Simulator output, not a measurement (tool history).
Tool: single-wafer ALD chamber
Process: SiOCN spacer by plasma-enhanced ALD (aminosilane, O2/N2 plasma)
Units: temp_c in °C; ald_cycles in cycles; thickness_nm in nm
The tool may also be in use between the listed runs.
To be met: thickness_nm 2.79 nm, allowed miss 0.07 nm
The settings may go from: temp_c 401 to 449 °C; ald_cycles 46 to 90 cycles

Run 1, day 0: temp_c 425 °C, ald_cycles 68 cycles. Result: thickness_nm 3.6246 nm.
Run 2, day 0.075: temp_c 425 °C, ald_cycles 76 cycles. Result: thickness_nm 4.0504 nm.
Run 3, day 0.379: temp_c 428 °C, ald_cycles 70 cycles. Result: thickness_nm 3.6999 nm.
Run 4, day 0.412: temp_c 433 °C, ald_cycles 70 cycles. Result: thickness_nm 3.6479 nm.
Run 5, day 0.588: temp_c 435 °C, ald_cycles 66 cycles. Result: thickness_nm 3.4142 nm.
Run 6, day 0.904: temp_c 435 °C, ald_cycles 73 cycles. Result: thickness_nm 3.7883 nm.
Run 7, day 1.275: temp_c 436 °C, ald_cycles 68 cycles. Result: thickness_nm 3.5157 nm.
Run 8, day 1.417: temp_c 437 °C, ald_cycles 64 cycles. Result: thickness_nm 3.2981 nm.
Run 9, day 1.488: temp_c 444 °C, ald_cycles 53 cycles. Result: thickness_nm 2.6783 nm.
Run 10, day 1.588: temp_c 443 °C, ald_cycles 53 cycles. Result: thickness_nm 2.6746 nm.
Run 11, day 1.942: temp_c 442 °C, ald_cycles 53 cycles. Result: thickness_nm 2.693 nm.
Run 12, day 2.104: temp_c 441 °C, ald_cycles 53 cycles. Result: thickness_nm 2.6941 nm.
Run 13, day 2.375: temp_c 440 °C, ald_cycles 53 cycles. Result: thickness_nm 2.708 nm.
Run 14, day 2.467: temp_c 439 °C, ald_cycles 53 cycles. Result: thickness_nm 2.7171 nm.

Which of these 4 next moves meets every target?
Run A, day 2.558: temp_c 435 °C, ald_cycles 50 cycles. Result: thickness_nm ?.
Run B, day 2.558: temp_c 440 °C, ald_cycles 58 cycles. Result: thickness_nm ?.
Run C, day 2.558: temp_c 433 °C, ald_cycles 54 cycles. Result: thickness_nm ?.
Run D, day 2.558: temp_c 430 °C, ald_cycles 50 cycles. Result: thickness_nm ?.

move  thickness_nm
   A        2.5821
   B        2.9512
   C         2.805
   D          2.62
A: further off than the last run
B: takes the result that was furthest off past its target
C: meets every target
D: further off than the last run
Move C is the one to make.
